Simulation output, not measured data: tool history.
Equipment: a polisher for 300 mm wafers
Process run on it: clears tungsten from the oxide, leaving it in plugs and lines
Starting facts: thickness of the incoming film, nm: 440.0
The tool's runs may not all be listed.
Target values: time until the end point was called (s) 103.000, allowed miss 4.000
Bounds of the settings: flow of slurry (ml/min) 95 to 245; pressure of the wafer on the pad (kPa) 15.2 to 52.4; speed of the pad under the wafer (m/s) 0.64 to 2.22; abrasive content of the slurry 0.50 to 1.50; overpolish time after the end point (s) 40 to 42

run  hour  flow of slurry (ml/min)  pressure of the wafer on the pad (kPa)  speed of the pad under the wafer (m/s)  abrasive content of the slurry  overpolish time after the end point (s)  time until the end point was called (s)
  1   0.0                      155                                    33.8                                    1.42                            1.00                                       40                                   54.151
  2   7.1                      155                                    29.6                                    1.40                            1.00                                       40                                   61.705
  3  13.8                      155                                    29.6                                    1.40                            0.85                                       40                                   63.144
  4  16.6                      155                                    35.2                                    1.40                            0.85                                       40                                   53.650
  5  21.9                      155                                    31.0                                    1.38                            0.85                                       40                                   61.816
  6  30.4                      155                                    31.0                                    1.38                            0.95                                       40                                   61.357
  7  38.0                      155                                    27.6                                    1.38                            0.95                                       40                                   69.264
  8  42.9                      155                                    25.5                                    1.38                            0.95                                       40                                   72.916
  9  44.8                      155                                    23.4                                    1.38                            0.95                                       40                                   81.118
 10  49.9                      155                                    22.1                                    1.38                            0.95                                       40                                   85.339
 11  54.8                      155                                    21.4                                    1.38                            0.95                                       40                                   86.371
 12  57.0                      155                                    20.7                                    1.38                            0.95                                       40                                   89.265
 13  57.7                      155                                    20.0                                    1.38                            0.95                                       40                                   90.956
 14  58.6                      155                                    19.3                                    1.38                            0.95                                       40                                   95.520
 15  59.5                      155                                    18.6                                    1.38                            0.95                                       40                                  100.550

Consider the 5 candidate settings below. Which is the only one whose results all fall within their allowed miss of target?
  A  60.4                      160                                    20.0                                    1.42                            0.70                                       42                                        ?
  B  60.4                      170                                    18.6                                    1.40                            0.95                                       40                                        ?
  C  60.4                      140                                    18.6                                    1.42                            1.10                                       40                                        ?
  D  60.4                      145                                    20.0                                    1.38                            0.95                                       40                                        ?
  E  60.4                      215                                    17.2                                    1.32                            1.10                                       42                                        ?

move  time until the end point was called (s)
   A                                   94.707
   B                                   97.208
   C                                   96.682
   D                                   94.554
   E                                  104.600
A: its largest miss is bigger than the last run's
B: its largest miss is bigger than the last run's
C: its largest miss is bigger than the last run's
D: its largest miss is bigger than the last run's
E: all results land within tolerance of their targets
Answer: E
